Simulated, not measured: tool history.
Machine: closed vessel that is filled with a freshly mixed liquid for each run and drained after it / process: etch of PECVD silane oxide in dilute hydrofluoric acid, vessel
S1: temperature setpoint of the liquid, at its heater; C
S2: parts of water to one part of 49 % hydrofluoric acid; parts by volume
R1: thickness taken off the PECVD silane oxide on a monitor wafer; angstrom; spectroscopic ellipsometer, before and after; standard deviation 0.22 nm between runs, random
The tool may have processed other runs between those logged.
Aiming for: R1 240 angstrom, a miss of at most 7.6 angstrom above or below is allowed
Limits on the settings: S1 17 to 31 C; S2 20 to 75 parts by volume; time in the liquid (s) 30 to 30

{"run": 1, "hour": 0.0, "S1": 23, "S2": 45, "time in the liquid (s)": 30, "R1": 126.54}
{"run": 2, "hour": 3.2, "S1": 25, "S2": 45, "time in the liquid (s)": 30, "R1": 135.12}
{"run": 3, "hour": 8.8, "S1": 26.5, "S2": 40, "time in the liquid (s)": 30, "R1": 162.97}
{"run": 4, "hour": 11.6, "S1": 27.5, "S2": 35, "time in the liquid (s)": 30, "R1": 197.46}
{"run": 5, "hour": 15.6, "S1": 28.5, "S2": 35, "time in the liquid (s)": 30, "R1": 201.33}
{"run": 6, "hour": 21.9, "S1": 30, "S2": 35, "time in the liquid (s)": 30, "R1": 217.97}
{"run": 7, "hour": 26.5, "S1": 30.5, "S2": 35, "time in the liquid (s)": 30, "R1": 224.3}
{"run": 8, "hour": 29.7, "S1": 31, "S2": 35, "time in the liquid (s)": 30, "R1": 225.48}
{"run": 9, "hour": 38.3, "S1": 31, "S2": 30, "time in the liquid (s)": 30, "R1": 263.21}
{"run": 10, "hour": 40.8, "S1": 30.5, "S2": 30, "time in the liquid (s)": 30, "R1": 263.29}
{"run": 11, "hour": 43.0, "S1": 30, "S2": 30, "time in the liquid (s)": 30, "R1": 255.91}
{"run": 12, "hour": 48.6, "S1": 29.5, "S2": 30, "time in the liquid (s)": 30, "R1": 249.11}

Which of these 5 next moves meets every target?
{"run": "A", "hour": 54.2, "S1": 30, "S2": 35, "time in the liquid (s)": 30, "R1": "?"}
{"run": "B", "hour": 54.2, "S1": 27, "S2": 30, "time in the liquid (s)": 30, "R1": "?"}
{"run": "C", "hour": 54.2, "S1": 30.5, "S2": 35, "time in the liquid (s)": 30, "R1": "?"}
{"run": "D", "hour": 54.2, "S1": 31, "S2": 35, "time in the liquid (s)": 30, "R1": "?"}
{"run": "E", "hour": 54.2, "S1": 24, "S2": 25, "time in the liquid (s)": 30, "R1": "?"}

move=A R1=215.24
move=B R1=224.17
move=C R1=219.56
move=D R1=223.96
move=E R1=239.2
A: takes the result that was furthest off past its target
B: takes the result that was furthest off past its target
C: takes the result that was furthest off past its target
D: takes the result that was furthest off past its target
E: all results in spec
E is the move that brings every result within its allowed miss.
